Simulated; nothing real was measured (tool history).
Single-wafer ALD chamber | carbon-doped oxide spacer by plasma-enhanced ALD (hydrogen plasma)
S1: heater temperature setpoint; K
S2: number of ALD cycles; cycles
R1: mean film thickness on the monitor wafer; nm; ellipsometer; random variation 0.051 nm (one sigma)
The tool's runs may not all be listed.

Run 1, hour 0.0: S1 668.15 K, S2 518 cycles. Result: R1 24.390 nm.
Run 2, hour 2.5: S1 668.15 K, S2 558 cycles. Result: R1 26.180 nm.
Run 3, hour 9.9: S1 668.15 K, S2 544 cycles. Result: R1 25.579 nm.
Run 4, hour 13.5: S1 668.15 K, S2 532 cycles. Result: R1 25.003 nm.
Run 5, hour 19.3: S1 668.15 K, S2 602 cycles. Result: R1 28.166 nm.
Run 6, hour 25.7: S1 668.15 K, S2 578 cycles. Result: R1 27.166 nm.
Run 7, hour 34.3: S1 668.15 K, S2 559 cycles. Result: R1 26.142 nm.
Run 8, hour 41.0: S1 668.15 K, S2 544 cycles. Result: R1 25.617 nm.

The next listed run, before its measurement:
Run 9, hour 50.2: S1 668.15 K, S2 531 cycles. Result: R1 ?.

R1: 24.859 nm
